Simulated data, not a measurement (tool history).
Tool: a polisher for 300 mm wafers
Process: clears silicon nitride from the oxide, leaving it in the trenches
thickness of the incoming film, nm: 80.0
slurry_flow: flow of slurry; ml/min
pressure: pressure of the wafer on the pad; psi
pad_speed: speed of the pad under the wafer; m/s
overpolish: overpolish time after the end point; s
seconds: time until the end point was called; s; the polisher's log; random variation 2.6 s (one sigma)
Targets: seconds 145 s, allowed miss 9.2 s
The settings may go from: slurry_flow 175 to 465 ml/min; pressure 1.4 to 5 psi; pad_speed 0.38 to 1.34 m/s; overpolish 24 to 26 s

Run 1, day 0: slurry_flow 295 ml/min, pressure 3.2 psi, pad_speed 0.86 m/s, overpolish 24 s. Result: seconds 106.92 s.
Run 2, day 0.333: slurry_flow 295 ml/min, pressure 3.1 psi, pad_speed 0.86 m/s, overpolish 24 s. Result: seconds 109.47 s.
Run 3, day 0.379: slurry_flow 225 ml/min, pressure 3.1 psi, pad_speed 0.86 m/s, overpolish 24 s. Result: seconds 108.92 s.
Run 4, day 0.642: slurry_flow 225 ml/min, pressure 2.6 psi, pad_speed 0.86 m/s, overpolish 24 s. Result: seconds 130.54 s.
Run 5, day 0.842: slurry_flow 225 ml/min, pressure 3.1 psi, pad_speed 0.86 m/s, overpolish 24 s. Result: seconds 109.31 s.
Run 6, day 1.062: slurry_flow 225 ml/min, pressure 3 psi, pad_speed 0.86 m/s, overpolish 24 s. Result: seconds 118.17 s.
Run 7, day 1.283: slurry_flow 225 ml/min, pressure 2.9 psi, pad_speed 0.86 m/s, overpolish 24 s. Result: seconds 115.86 s.
Run 8, day 1.483: slurry_flow 225 ml/min, pressure 2.8 psi, pad_speed 0.86 m/s, overpolish 24 s. Result: seconds 122.42 s.

Which of these 5 next moves meets every target?
Run A, day 1.683: slurry_flow 230 ml/min, pressure 3 psi, pad_speed 0.84 m/s, overpolish 26 s. Result: seconds ?.
Run B, day 1.683: slurry_flow 175 ml/min, pressure 3.1 psi, pad_speed 1.1 m/s, overpolish 26 s. Result: seconds ?.
Run C, day 1.683: slurry_flow 235 ml/min, pressure 4.5 psi, pad_speed 0.76 m/s, overpolish 26 s. Result: seconds ?.
Run D, day 1.683: slurry_flow 305 ml/min, pressure 2.4 psi, pad_speed 0.92 m/s, overpolish 24 s. Result: seconds ?.
Run E, day 1.683: slurry_flow 230 ml/min, pressure 3.8 psi, pad_speed 0.54 m/s, overpolish 26 s. Result: seconds ?.

move  seconds
   A   114.24
   B   87.469
   C   88.091
   D   123.42
   E   142.36
A: further off than the last run
B: further off than the last run
C: further off than the last run
D: as far off as the last run
E: meets every target
Move E is the one to make.
